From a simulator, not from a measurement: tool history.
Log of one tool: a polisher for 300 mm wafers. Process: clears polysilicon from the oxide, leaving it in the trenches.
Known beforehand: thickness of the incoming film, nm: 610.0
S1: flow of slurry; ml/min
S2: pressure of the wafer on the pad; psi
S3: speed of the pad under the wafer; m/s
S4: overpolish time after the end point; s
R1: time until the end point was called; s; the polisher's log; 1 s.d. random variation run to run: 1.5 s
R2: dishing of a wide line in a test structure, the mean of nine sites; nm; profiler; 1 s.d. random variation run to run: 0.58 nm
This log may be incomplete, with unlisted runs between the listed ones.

run,day,S1,S2,S3,S4,R1,R2
1,0,200,2.7,1.1,23,42.38,34.253
2,0.171,200,2.6,1.08,23,43.847,33.885
3,0.208,200,2.6,1.08,33,43.974,33.615
4,0.388,200,3.1,1.08,33,39.871,34.577
5,0.458,200,3.1,1.08,26,41.085,34.343
6,0.65,200,3.1,1.08,20,40.11,34.584
7,0.95,195,3,1.02,19,42.514,33.879
8,1.204,210,2.8,0.96,21,47.36,34.847
9,1.275,155,2.1,0.84,10,66.928,32.418

Run 10 is up next; what results do you expect?
10,1.454,165,2,0.82,11,?,?

R1: 68.649 s
R2: 32.308 nm

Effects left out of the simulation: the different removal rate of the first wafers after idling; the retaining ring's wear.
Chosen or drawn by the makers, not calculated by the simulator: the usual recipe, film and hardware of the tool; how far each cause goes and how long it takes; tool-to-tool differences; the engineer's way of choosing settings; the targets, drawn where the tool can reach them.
